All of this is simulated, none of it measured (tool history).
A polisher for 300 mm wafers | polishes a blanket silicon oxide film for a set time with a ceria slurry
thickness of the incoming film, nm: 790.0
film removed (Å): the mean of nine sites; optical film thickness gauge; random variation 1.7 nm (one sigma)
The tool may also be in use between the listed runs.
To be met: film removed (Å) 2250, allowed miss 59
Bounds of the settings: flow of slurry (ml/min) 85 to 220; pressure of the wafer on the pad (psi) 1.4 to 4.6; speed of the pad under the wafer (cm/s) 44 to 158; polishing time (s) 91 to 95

| run | hour | flow of slurry (ml/min) | pressure of the wafer on the pad (psi) | speed of the pad under the wafer (cm/s) | polishing time (s) | film removed (Å) |
|---|---|---|---|---|---|---|
| 1 | 0 | 140 | 3 | 100 | 91 | 3799.8 |
| 2 | 5.6 | 135 | 2.8 | 100 | 91 | 3559.2 |
| 3 | 7.8 | 130 | 2.6 | 100 | 91 | 3306.1 |
| 4 | 13.4 | 125 | 2.4 | 100 | 91 | 3019.6 |
| 5 | 15.1 | 125 | 2.4 | 110 | 91 | 3278.6 |
| 6 | 23.4 | 125 | 3 | 110 | 91 | 4081.8 |
| 7 | 24.7 | 100 | 2.2 | 108 | 91 | 2783.9 |
| 8 | 27.6 | 100 | 2.1 | 108 | 91 | 2713.7 |
| 9 | 32.8 | 100 | 2 | 108 | 91 | 2536.8 |
| 10 | 41.2 | 90 | 1.7 | 108 | 91 | 2118.1 |
| 11 | 46 | 95 | 1.7 | 108 | 91 | 2166.3 |

5 next moves are on the table. One of them brings every result within its allowed miss. Which?
| A | 50.8 | 85 | 1.7 | 118 | 91 | ? |
| B | 50.8 | 95 | 1.6 | 108 | 91 | ? |
| C | 50.8 | 90 | 1.8 | 102 | 91 | ? |
| D | 50.8 | 100 | 1.7 | 104 | 91 | ? |
| E | 50.8 | 85 | 1.7 | 108 | 94 | ? |

| move | film removed (Å) |
|---|---|
| A | 2254.5 |
| B | 2034.1 |
| C | 2118.9 |
| D | 2112.7 |
| E | 2143.6 |
A: meets every target
B: further off than the last run
C: further off than the last run
D: further off than the last run
E: further off than the last run
Answer: A

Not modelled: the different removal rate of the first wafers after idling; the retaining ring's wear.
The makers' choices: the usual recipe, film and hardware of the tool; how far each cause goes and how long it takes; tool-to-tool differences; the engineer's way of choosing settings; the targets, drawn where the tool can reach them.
